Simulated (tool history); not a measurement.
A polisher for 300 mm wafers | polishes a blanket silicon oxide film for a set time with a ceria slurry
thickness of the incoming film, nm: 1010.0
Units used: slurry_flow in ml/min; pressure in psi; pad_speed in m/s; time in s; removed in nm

run  hour  slurry_flow  pressure  pad_speed  time  removed
  1     0          195       2.7       0.94   112   339.15
  2   5.8          200       2.8       0.94   112   349.46
  3  12.7          200       2.8       0.94   112   348.13
  4  17.8          150       2.8       0.94   112   333.25
  5    23          150       2.8       0.86   112   307.29
  6  29.7          160       2.9       0.86   112   320.22
  7  36.6          205       3.6       0.88   112   419.09
  8  43.7          210       3.7       0.88   112   435.91

Run 9 comes next. What will it give?
  9  50.2          210       3.7       0.88   112        ?

Run 9 came out at removed 436.62 nm.
